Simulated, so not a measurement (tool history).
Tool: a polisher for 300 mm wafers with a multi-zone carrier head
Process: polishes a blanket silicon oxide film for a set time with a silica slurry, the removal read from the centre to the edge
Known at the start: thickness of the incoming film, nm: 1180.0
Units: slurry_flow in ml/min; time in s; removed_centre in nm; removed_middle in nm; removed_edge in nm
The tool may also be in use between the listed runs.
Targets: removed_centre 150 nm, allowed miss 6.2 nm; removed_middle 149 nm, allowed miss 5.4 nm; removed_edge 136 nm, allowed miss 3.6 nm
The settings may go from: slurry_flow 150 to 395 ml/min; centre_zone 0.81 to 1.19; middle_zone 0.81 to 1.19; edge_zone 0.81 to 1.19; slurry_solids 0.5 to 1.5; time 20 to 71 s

run  hour  slurry_flow  centre_zone  middle_zone  edge_zone  slurry_solids  time  removed_centre  removed_middle  removed_edge
  1     0          250            1            1          1              1    45          169.14          163.24         166.9
  2   8.5          280            1            1          1              1    45          171.47           169.1        168.35
  3  15.3          270            1         1.01       0.94            0.9    45          167.71          164.61        155.96
  4  22.4          270         0.95         1.01       0.94            0.9    45          157.85          165.24        158.05
  5  23.6          255         0.96            1        0.9           0.85    45          153.28           159.4        151.68
  6  28.8          255         0.96            1        0.9           0.85    49          165.18          173.13        165.95
  7  35.1          255         0.96            1        0.9           0.85    49          172.16          169.13        165.22
  8  38.5          255         0.96         1.01       0.88           0.75    49          161.98          168.27        155.33
  9  44.5          255         0.96         1.01       0.88           0.75    49          163.39          165.14        156.77
 10  48.7          250         0.96         1.02       0.86            0.7    49          155.92          164.87        150.85

4 next moves are on the table. One of them brings every result within its allowed miss. Which?
  A  52.9          335         0.96         1.17       0.84            0.7    42               ?               ?             ?
  B  52.9          265         1.03         1.03       0.81           0.75    47               ?               ?             ?
  C  52.9          240         0.82          0.9       0.94           0.85    48               ?               ?             ?
  D  52.9          265         0.98         0.99       0.81           0.85    42               ?               ?             ?

move  removed_centre  removed_middle  removed_edge
   A          139.69          163.82        132.11
   B          167.03          164.58         146.7
   C          140.85          154.77        165.77
   D          147.91          147.95        136.41
A: takes the result that was furthest off past its target
B: nearer than the last run, and not there yet
C: further off than the last run
D: meets every target
Move D is the one to make.

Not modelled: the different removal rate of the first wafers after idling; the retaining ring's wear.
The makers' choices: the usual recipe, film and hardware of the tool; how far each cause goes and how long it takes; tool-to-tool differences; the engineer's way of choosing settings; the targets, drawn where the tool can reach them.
